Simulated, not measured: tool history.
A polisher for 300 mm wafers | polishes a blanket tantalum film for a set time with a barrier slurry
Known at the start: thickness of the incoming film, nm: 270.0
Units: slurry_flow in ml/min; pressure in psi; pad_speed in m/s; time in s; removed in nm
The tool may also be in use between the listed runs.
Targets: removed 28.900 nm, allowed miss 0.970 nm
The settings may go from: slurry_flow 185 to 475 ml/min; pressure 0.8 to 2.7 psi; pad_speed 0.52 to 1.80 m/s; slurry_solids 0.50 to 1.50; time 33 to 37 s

Run 1, hour 0.0: slurry_flow 305 ml/min, pressure 1.7 psi, pad_speed 1.16 m/s, slurry_solids 1.00, time 37 s. Result: removed 62.967 nm.
Run 2, hour 6.3: slurry_flow 305 ml/min, pressure 1.7 psi, pad_speed 1.16 m/s, slurry_solids 1.20, time 37 s. Result: removed 65.769 nm.
Run 3, hour 12.1: slurry_flow 305 ml/min, pressure 1.6 psi, pad_speed 1.12 m/s, slurry_solids 1.20, time 37 s. Result: removed 60.702 nm.
Run 4, hour 16.6: slurry_flow 305 ml/min, pressure 1.5 psi, pad_speed 1.08 m/s, slurry_solids 1.20, time 37 s. Result: removed 55.157 nm.
Run 5, hour 17.5: slurry_flow 305 ml/min, pressure 1.5 psi, pad_speed 1.08 m/s, slurry_solids 1.05, time 37 s. Result: removed 52.883 nm.
Run 6, hour 18.6: slurry_flow 305 ml/min, pressure 1.5 psi, pad_speed 0.80 m/s, slurry_solids 1.05, time 37 s. Result: removed 38.641 nm.
Run 7, hour 25.7: slurry_flow 305 ml/min, pressure 1.4 psi, pad_speed 0.80 m/s, slurry_solids 1.05, time 37 s. Result: removed 36.645 nm.
Run 8, hour 32.3: slurry_flow 305 ml/min, pressure 1.2 psi, pad_speed 0.80 m/s, slurry_solids 1.05, time 37 s. Result: removed 32.175 nm.

Which of these 5 next moves meets every target?
Run A, hour 38.9: slurry_flow 285 ml/min, pressure 1.2 psi, pad_speed 0.86 m/s, slurry_solids 1.15, time 37 s. Result: removed ?.
Run B, hour 38.9: slurry_flow 370 ml/min, pressure 1.1 psi, pad_speed 0.80 m/s, slurry_solids 1.10, time 36 s. Result: removed ?.
Run C, hour 38.9: slurry_flow 300 ml/min, pressure 1.2 psi, pad_speed 0.86 m/s, slurry_solids 1.00, time 34 s. Result: removed ?.
Run D, hour 38.9: slurry_flow 335 ml/min, pressure 1.3 psi, pad_speed 0.86 m/s, slurry_solids 1.05, time 37 s. Result: removed ?.
Run E, hour 38.9: slurry_flow 310 ml/min, pressure 1.3 psi, pad_speed 0.86 m/s, slurry_solids 1.05, time 37 s. Result: removed ?.

move  removed
   A   35.076
   B   29.606
   C   31.204
   D   37.513
   E   37.270
A: further off than the last run
B: meets every target
C: nearer than the last run, and not there yet
D: further off than the last run
E: further off than the last run
Answer: B

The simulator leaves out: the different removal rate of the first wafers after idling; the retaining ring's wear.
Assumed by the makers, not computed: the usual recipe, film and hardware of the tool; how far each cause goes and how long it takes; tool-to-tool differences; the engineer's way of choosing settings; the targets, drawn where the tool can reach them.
